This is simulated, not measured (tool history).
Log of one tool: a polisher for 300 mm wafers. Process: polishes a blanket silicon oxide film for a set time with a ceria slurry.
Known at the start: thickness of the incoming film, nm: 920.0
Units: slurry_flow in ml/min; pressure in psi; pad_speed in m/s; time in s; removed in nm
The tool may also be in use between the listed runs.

{"run": 1, "hour": 0.0, "slurry_flow": 185, "pressure": 3.7, "pad_speed": 1.36, "time": 26, "removed": 199.02}
{"run": 2, "hour": 7.7, "slurry_flow": 185, "pressure": 3.7, "pad_speed": 1.68, "time": 26, "removed": 242.81}
{"run": 3, "hour": 8.6, "slurry_flow": 185, "pressure": 3.3, "pad_speed": 1.6, "time": 26, "removed": 210.58}
{"run": 4, "hour": 17.5, "slurry_flow": 185, "pressure": 3, "pad_speed": 1.52, "time": 26, "removed": 180.73}
{"run": 5, "hour": 19.6, "slurry_flow": 185, "pressure": 2.7, "pad_speed": 1.48, "time": 26, "removed": 158.48}
{"run": 6, "hour": 21.8, "slurry_flow": 185, "pressure": 2.5, "pad_speed": 1.46, "time": 26, "removed": 147.65}
{"run": 7, "hour": 22.6, "slurry_flow": 185, "pressure": 2.3, "pad_speed": 1.44, "time": 26, "removed": 132.28}
{"run": 8, "hour": 26.1, "slurry_flow": 175, "pressure": 1.7, "pad_speed": 1.44, "time": 26, "removed": 98.412}
{"run": 9, "hour": 27.4, "slurry_flow": 180, "pressure": 1.7, "pad_speed": 1.44, "time": 26, "removed": 99.642}
{"run": 10, "hour": 32.2, "slurry_flow": 185, "pressure": 1.7, "pad_speed": 1.44, "time": 26, "removed": 99.632}

The next listed run, before its measurement:
{"run": 11, "hour": 33.8, "slurry_flow": 190, "pressure": 1.7, "pad_speed": 1.44, "time": 26, "removed": "?"}

removed: 99.623 nm

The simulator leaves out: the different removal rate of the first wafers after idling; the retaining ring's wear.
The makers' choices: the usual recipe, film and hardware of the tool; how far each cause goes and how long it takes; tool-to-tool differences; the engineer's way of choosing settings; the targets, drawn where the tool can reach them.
